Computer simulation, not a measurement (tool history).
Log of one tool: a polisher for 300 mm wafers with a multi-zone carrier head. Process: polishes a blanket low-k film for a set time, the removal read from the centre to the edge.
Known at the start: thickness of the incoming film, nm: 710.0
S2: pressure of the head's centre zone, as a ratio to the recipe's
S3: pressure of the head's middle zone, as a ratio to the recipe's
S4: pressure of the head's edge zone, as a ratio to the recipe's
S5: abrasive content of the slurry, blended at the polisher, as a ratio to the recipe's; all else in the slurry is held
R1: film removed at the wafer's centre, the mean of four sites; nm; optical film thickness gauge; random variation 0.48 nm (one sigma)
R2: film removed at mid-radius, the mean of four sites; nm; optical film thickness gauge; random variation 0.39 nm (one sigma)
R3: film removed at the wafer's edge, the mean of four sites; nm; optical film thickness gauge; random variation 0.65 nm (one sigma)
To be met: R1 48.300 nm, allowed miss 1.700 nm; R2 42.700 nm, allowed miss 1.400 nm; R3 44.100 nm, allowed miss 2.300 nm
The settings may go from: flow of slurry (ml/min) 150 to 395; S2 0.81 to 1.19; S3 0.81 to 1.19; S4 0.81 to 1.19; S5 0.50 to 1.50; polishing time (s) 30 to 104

run 1 hour=0.0 | flow_of_slurry_(ml/min)=250 S2=1.00 S3=1.00 S4=1.00 S5=1.00 polishing_time_(s)=67 | R1=38.391 R2=38.728 R3=37.876
run 2 hour=4.0 | flow_of_slurry_(ml/min)=255 S2=1.02 S3=1.00 S4=1.02 S5=1.00 polishing_time_(s)=67 | R1=39.875 R2=38.419 R3=39.017
run 3 hour=12.0 | flow_of_slurry_(ml/min)=255 S2=1.02 S3=1.00 S4=1.02 S5=1.00 polishing_time_(s)=53 | R1=30.528 R2=30.403 R3=30.447
run 4 hour=13.8 | flow_of_slurry_(ml/min)=255 S2=1.02 S3=1.00 S4=0.96 S5=1.00 polishing_time_(s)=53 | R1=30.280 R2=30.744 R3=29.578
run 5 hour=15.8 | flow_of_slurry_(ml/min)=255 S2=1.02 S3=1.00 S4=0.96 S5=1.00 polishing_time_(s)=63 | R1=36.728 R2=36.209 R3=34.785
run 6 hour=24.8 | flow_of_slurry_(ml/min)=255 S2=1.02 S3=1.00 S4=0.96 S5=1.00 polishing_time_(s)=75 | R1=43.564 R2=43.399 R3=41.677
run 7 hour=32.8 | flow_of_slurry_(ml/min)=260 S2=1.03 S3=1.00 S4=0.97 S5=1.00 polishing_time_(s)=75 | R1=44.348 R2=43.379 R3=41.884
run 8 hour=35.3 | flow_of_slurry_(ml/min)=260 S2=1.04 S3=1.00 S4=0.98 S5=1.00 polishing_time_(s)=75 | R1=45.241 R2=43.262 R3=42.118
run 9 hour=38.3 | flow_of_slurry_(ml/min)=260 S2=1.04 S3=1.00 S4=0.99 S5=1.00 polishing_time_(s)=75 | R1=45.542 R2=43.092 R3=41.697
run 10 hour=42.9 | flow_of_slurry_(ml/min)=260 S2=1.04 S3=1.00 S4=1.00 S5=1.00 polishing_time_(s)=75 | R1=44.736 R2=43.915 R3=42.728
run 11 hour=48.6 | flow_of_slurry_(ml/min)=260 S2=1.05 S3=0.99 S4=1.00 S5=1.00 polishing_time_(s)=75 | R1=45.662 R2=42.684 R3=42.569
run 12 hour=50.4 | flow_of_slurry_(ml/min)=260 S2=1.05 S3=0.99 S4=1.01 S5=1.00 polishing_time_(s)=75 | R1=44.620 R2=42.838 R3=43.691
run 13 hour=53.9 | flow_of_slurry_(ml/min)=265 S2=1.07 S3=0.99 S4=1.01 S5=1.00 polishing_time_(s)=75 | R1=46.566 R2=43.153 R3=42.585
run 14 hour=58.8 | flow_of_slurry_(ml/min)=265 S2=1.07 S3=0.99 S4=1.02 S5=1.00 polishing_time_(s)=75 | R1=45.615 R2=42.749 R3=43.169
run 15 hour=60.7 | flow_of_slurry_(ml/min)=265 S2=1.08 S3=0.99 S4=1.02 S5=1.00 polishing_time_(s)=75 | R1=46.349 R2=43.231 R3=43.993

Which of these 4 next moves meets every target?
run A hour=62.6 | flow_of_slurry_(ml/min)=335 S2=1.09 S3=1.02 S4=1.01 S5=0.80 polishing_time_(s)=83 | R1=? R2=? R3=?
run B hour=62.6 | flow_of_slurry_(ml/min)=240 S2=1.06 S3=0.90 S4=1.10 S5=0.95 polishing_time_(s)=89 | R1=? R2=? R3=?
run C hour=62.6 | flow_of_slurry_(ml/min)=170 S2=1.08 S3=0.92 S4=0.93 S5=1.20 polishing_time_(s)=77 | R1=? R2=? R3=?
run D hour=62.6 | flow_of_slurry_(ml/min)=250 S2=1.01 S3=0.97 S4=1.15 S5=1.15 polishing_time_(s)=72 | R1=? R2=? R3=?

move=A R1=47.782 R2=44.893 R3=43.937
move=B R1=52.010 R2=45.869 R3=51.743
move=C R1=48.118 R2=42.603 R3=43.985
move=D R1=43.711 R2=42.408 R3=46.261
A: brings the result that was furthest off to its target, and leaves another outside
B: takes the result that was furthest off past its target
C: meets every target
D: further off than the last run
Answer: C

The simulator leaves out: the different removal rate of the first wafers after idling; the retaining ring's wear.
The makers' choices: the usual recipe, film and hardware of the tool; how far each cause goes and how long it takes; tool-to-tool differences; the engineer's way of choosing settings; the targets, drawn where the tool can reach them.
